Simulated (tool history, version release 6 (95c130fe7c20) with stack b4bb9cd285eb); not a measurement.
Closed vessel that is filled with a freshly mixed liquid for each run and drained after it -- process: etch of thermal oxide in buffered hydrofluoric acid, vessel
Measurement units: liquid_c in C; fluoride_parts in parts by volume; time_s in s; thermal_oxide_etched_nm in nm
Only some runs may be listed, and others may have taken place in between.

run  hour  liquid_c  fluoride_parts  time_s  thermal_oxide_etched_nm
  1     0        25              19      90                   56.884
  2   7.7        27              16      90                   74.856
  3  11.3        27              16      90                   74.554
  4    19      24.5              16      90                   65.318
  5  24.2      24.5              16     100                   72.327
  6  32.6      27.5              16     100                   86.311

Run 7 comes next. What will it give?
  7    37        29              15     100                        ?

Run 7 came out at thermal_oxide_etched_nm 98.92 nm.
